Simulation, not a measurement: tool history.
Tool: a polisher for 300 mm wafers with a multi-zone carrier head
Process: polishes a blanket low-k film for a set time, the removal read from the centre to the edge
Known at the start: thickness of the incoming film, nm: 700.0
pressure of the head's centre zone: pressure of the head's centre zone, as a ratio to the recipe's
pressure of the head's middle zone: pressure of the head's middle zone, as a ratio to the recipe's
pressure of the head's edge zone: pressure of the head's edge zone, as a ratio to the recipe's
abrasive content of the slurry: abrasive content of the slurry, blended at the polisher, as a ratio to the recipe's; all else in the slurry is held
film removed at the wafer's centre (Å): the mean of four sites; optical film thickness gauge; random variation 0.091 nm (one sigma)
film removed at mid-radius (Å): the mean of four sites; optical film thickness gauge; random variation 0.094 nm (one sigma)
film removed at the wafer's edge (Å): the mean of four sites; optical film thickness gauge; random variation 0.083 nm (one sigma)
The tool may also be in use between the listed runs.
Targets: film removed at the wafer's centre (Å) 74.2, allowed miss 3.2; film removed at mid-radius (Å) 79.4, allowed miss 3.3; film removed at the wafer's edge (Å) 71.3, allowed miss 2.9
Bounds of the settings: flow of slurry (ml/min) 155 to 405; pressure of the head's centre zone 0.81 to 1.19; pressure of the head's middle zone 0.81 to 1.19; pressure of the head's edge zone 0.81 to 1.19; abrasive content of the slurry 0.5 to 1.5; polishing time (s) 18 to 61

run,hour,flow of slurry (ml/min),pressure of the head's centre zone,pressure of the head's middle zone,pressure of the head's edge zone,abrasive content of the slurry,polishing time (s),film removed at the wafer's centre (Å),film removed at mid-radius (Å),film removed at the wafer's edge (Å)
1,0,260,1,1,1,1,39,102.49,107.4,103.3
2,4.3,260,1,1,0.95,1,39,102.68,105.39,101.66
3,13.1,260,1,1,0.95,1.2,39,112.33,117.85,107.06
4,17.7,290,1,1,0.95,1.2,39,113.53,117.38,109.42
5,23.2,270,1,1.03,0.91,1,38,101.55,107.89,96.375
6,29,270,1,0.97,0.91,1,38,102.24,101.67,97.93
# hour 30.6: slurry nozzle cleaned
7,30.6,265,1,0.99,0.88,0.85,37,94.815,95.902,87.642
8,35,255,0.91,0.95,0.84,0.6,36,68.555,73.376,65.748
9,36.8,265,0.92,0.96,0.86,0.6,36,69.088,73.593,67.349
10,39,265,0.92,0.96,0.86,0.6,36,69.368,73.177,66.741
11,47.1,265,0.93,0.98,0.87,0.6,36,70.1,73.931,67.54

Which of these 4 next moves meets every target?
A,55.2,270,0.83,0.98,0.91,0.6,37,?,?,?
B,55.2,285,1.03,0.83,0.95,0.75,30,?,?,?
C,55.2,315,1.15,0.83,1.06,0.5,40,?,?,?
D,55.2,325,0.92,0.99,0.86,0.5,43,?,?,?

move,film removed at the wafer's centre (Å),film removed at mid-radius (Å),film removed at the wafer's edge (Å)
A,65.097,75.727,71.465
B,72.413,62.449,69.127
C,79.286,62.675,73.048
D,72.134,78.3,71.131
A: further off than the last run
B: further off than the last run
C: further off than the last run
D: meets every target
Answer: D
